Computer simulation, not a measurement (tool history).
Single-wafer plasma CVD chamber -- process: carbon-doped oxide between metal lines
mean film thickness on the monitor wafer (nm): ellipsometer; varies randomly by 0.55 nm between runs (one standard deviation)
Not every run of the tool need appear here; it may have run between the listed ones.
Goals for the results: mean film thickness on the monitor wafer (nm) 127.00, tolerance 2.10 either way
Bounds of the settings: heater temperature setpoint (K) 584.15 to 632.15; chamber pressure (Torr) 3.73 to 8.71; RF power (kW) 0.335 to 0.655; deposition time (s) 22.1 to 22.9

run	day	heater temperature setpoint (K)	chamber pressure (Torr)	RF power (kW)	deposition time (s)	mean film thickness on the monitor wafer (nm)
1	0.000	608.15	6.22	0.495	22.1	110.43
2	0.254	608.15	5.42	0.495	22.1	107.99
3	0.329	608.15	6.18	0.495	22.1	111.25
4	0.688	608.15	6.18	0.495	22.9	115.23
5	0.821	606.15	6.30	0.495	22.9	116.38
6	0.988	605.15	6.41	0.495	22.9	117.04
7	1.096	604.15	6.52	0.495	22.9	117.36
8	1.338	603.15	6.66	0.495	22.9	118.22
9	1.383	602.15	6.77	0.495	22.9	118.32

5 next moves are on the table. One of them brings every result within its allowed miss. Which?
A	1.429	617.15	5.78	0.505	22.9	?
B	1.429	596.15	7.17	0.540	22.1	?
C	1.429	605.15	7.27	0.440	22.4	?
D	1.429	612.15	5.96	0.490	22.1	?
E	1.429	602.15	6.55	0.555	22.9	?

move	mean film thickness on the monitor wafer (nm)
A	112.78
B	124.29
C	108.21
D	109.09
E	127.08
A: further off than the last run
B: closer than the last run, but not yet in spec
C: further off than the last run
D: further off than the last run
E: in spec on every target
Move E is the one to make.
